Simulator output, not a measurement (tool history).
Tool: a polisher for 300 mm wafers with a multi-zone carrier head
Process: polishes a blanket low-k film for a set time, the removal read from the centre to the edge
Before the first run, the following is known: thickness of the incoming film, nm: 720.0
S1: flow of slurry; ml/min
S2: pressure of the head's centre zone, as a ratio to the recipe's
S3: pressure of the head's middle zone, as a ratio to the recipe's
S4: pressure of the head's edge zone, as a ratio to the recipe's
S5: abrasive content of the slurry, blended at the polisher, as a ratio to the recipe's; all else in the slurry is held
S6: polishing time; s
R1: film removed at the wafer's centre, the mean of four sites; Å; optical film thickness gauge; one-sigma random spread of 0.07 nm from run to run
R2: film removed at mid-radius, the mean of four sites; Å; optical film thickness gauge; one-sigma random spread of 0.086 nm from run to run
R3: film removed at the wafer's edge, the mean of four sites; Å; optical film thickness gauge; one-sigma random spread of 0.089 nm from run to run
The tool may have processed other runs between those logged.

{"run": 1, "hour": 0.0, "S1": 300, "S2": 1, "S3": 1, "S4": 1, "S5": 1, "S6": 36, "R1": 130.72, "R2": 131.58, "R3": 131.45}
{"run": 2, "hour": 2.6, "S1": 300, "S2": 1, "S3": 0.92, "S4": 1, "S5": 1, "S6": 36, "R1": 131.9, "R2": 120.75, "R3": 129.4}
{"run": 3, "hour": 10.5, "S1": 300, "S2": 1, "S3": 0.92, "S4": 1, "S5": 1, "S6": 30, "R1": 109.25, "R2": 104.71, "R3": 109.53}
{"run": 4, "hour": 19.4, "S1": 300, "S2": 0.97, "S3": 0.93, "S4": 0.99, "S5": 0.9, "S6": 29, "R1": 98.104, "R2": 94.36, "R3": 103.69}
{"run": 5, "hour": 23.6, "S1": 300, "S2": 0.97, "S3": 0.99, "S4": 0.99, "S5": 0.9, "S6": 29, "R1": 97.779, "R2": 102.19, "R3": 103.03}
{"run": 6, "hour": 30.2, "S1": 300, "S2": 0.97, "S3": 0.99, "S4": 0.99, "S5": 0.9, "S6": 26, "R1": 88.268, "R2": 89.92, "R3": 89.904}
{"run": 7, "hour": 37.0, "S1": 300, "S2": 0.94, "S3": 1.01, "S4": 0.98, "S5": 0.85, "S6": 26, "R1": 83.722, "R2": 90.847, "R3": 88.183}
{"run": 8, "hour": 43.7, "S1": 295, "S2": 0.92, "S3": 1.02, "S4": 0.98, "S5": 0.8, "S6": 26, "R1": 80.79, "R2": 89.312, "R3": 87.595}
{"run": 9, "hour": 46.8, "S1": 295, "S2": 0.9, "S3": 1.03, "S4": 0.98, "S5": 0.75, "S6": 25, "R1": 73.211, "R2": 84.72, "R3": 81.441}
{"run": 10, "hour": 52.8, "S1": 295, "S2": 0.88, "S3": 1.03, "S4": 0.98, "S5": 0.7, "S6": 25, "R1": 69.237, "R2": 80.741, "R3": 78.654}
{"run": 11, "hour": 58.8, "S1": 295, "S2": 0.87, "S3": 1.04, "S4": 0.98, "S5": 0.65, "S6": 25, "R1": 65.354, "R2": 78.33, "R3": 76.664}

Run 12 has not been measured yet. What should we expect?
{"run": 12, "hour": 62.0, "S1": 295, "S2": 0.86, "S3": 1.04, "S4": 0.98, "S5": 0.65, "S6": 25, "R1": "?", "R2": "?", "R3": "?"}

{"run 12": {"R1": 65.347, "R2": 80.681, "R3": 75.428}}
